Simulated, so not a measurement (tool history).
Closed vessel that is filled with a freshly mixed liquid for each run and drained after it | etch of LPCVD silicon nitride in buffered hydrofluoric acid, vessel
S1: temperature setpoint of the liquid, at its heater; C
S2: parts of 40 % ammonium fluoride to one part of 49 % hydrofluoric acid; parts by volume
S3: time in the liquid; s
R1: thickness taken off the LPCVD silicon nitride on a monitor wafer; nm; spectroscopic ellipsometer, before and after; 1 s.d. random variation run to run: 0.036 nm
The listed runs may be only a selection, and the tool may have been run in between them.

{"run": 1, "hour": 0.0, "S1": 23, "S2": 11, "S3": 765, "R1": 8.9828}
{"run": 2, "hour": 6.0, "S1": 23, "S2": 8.5, "S3": 765, "R1": 11.204}
{"run": 3, "hour": 14.2, "S1": 23, "S2": 8.5, "S3": 560, "R1": 8.2465}
{"run": 4, "hour": 16.8, "S1": 26, "S2": 8.5, "S3": 560, "R1": 9.6609}
{"run": 5, "hour": 20.3, "S1": 26, "S2": 11.5, "S3": 560, "R1": 7.4685}
{"run": 6, "hour": 29.8, "S1": 26, "S2": 11.5, "S3": 765, "R1": 10.109}
{"run": 7, "hour": 35.3, "S1": 26, "S2": 11.5, "S3": 765, "R1": 10.176}
{"run": 8, "hour": 43.6, "S1": 25.5, "S2": 11.5, "S3": 765, "R1": 9.9491}

Run 9 is up next; what results do you expect?
{"run": 9, "hour": 49.2, "S1": 25, "S2": 11.5, "S3": 765, "R1": "?"}

R1: 9.5729 nm
